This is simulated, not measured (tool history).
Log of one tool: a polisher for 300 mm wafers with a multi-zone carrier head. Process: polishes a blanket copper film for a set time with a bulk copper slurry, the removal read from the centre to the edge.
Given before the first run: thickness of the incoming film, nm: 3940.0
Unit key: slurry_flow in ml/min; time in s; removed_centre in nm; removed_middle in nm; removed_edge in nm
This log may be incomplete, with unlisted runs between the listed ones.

{"run": 1, "hour": 0.0, "slurry_flow": 170, "centre_zone": 1.0, "middle_zone": 1.0, "edge_zone": 1.0, "slurry_solids": 1.0, "time": 78, "removed_centre": 829.23, "removed_middle": 821.19, "removed_edge": 808.3}
{"run": 2, "hour": 2.5, "slurry_flow": 165, "centre_zone": 0.98, "middle_zone": 1.03, "edge_zone": 1.02, "slurry_solids": 1.0, "time": 78, "removed_centre": 820.0, "removed_middle": 842.53, "removed_edge": 832.18}
{"run": 3, "hour": 6.9, "slurry_flow": 160, "centre_zone": 0.96, "middle_zone": 1.05, "edge_zone": 1.02, "slurry_solids": 1.0, "time": 78, "removed_centre": 790.44, "removed_middle": 849.42, "removed_edge": 820.8}
{"run": 4, "hour": 9.2, "slurry_flow": 160, "centre_zone": 0.96, "middle_zone": 1.05, "edge_zone": 1.02, "slurry_solids": 1.0, "time": 64, "removed_centre": 648.97, "removed_middle": 701.73, "removed_edge": 675.68}
{"run": 5, "hour": 14.0, "slurry_flow": 175, "centre_zone": 0.95, "middle_zone": 1.08, "edge_zone": 1.05, "slurry_solids": 1.05, "time": 64, "removed_centre": 661.05, "removed_middle": 728.89, "removed_edge": 701.74}
{"run": 6, "hour": 22.1, "slurry_flow": 180, "centre_zone": 0.94, "middle_zone": 1.1, "edge_zone": 1.06, "slurry_solids": 1.15, "time": 65, "removed_centre": 683.0, "removed_middle": 781.81, "removed_edge": 729.8}
{"run": 7, "hour": 26.9, "slurry_flow": 190, "centre_zone": 0.93, "middle_zone": 1.12, "edge_zone": 1.09, "slurry_solids": 1.2, "time": 65, "removed_centre": 692.05, "removed_middle": 806.03, "removed_edge": 745.18}
{"run": 8, "hour": 29.8, "slurry_flow": 190, "centre_zone": 0.93, "middle_zone": 1.12, "edge_zone": 1.09, "slurry_solids": 1.2, "time": 65, "removed_centre": 691.72, "removed_middle": 808.98, "removed_edge": 753.0}

Run 9 comes next. What will it give?
{"run": 9, "hour": 36.4, "slurry_flow": 200, "centre_zone": 0.92, "middle_zone": 1.13, "edge_zone": 1.11, "slurry_solids": 1.25, "time": 65, "removed_centre": "?", "removed_middle": "?", "removed_edge": "?"}

Run 9 yielded removed_centre 695.25 nm, removed_middle 820.12 nm, removed_edge 760.97 nm.
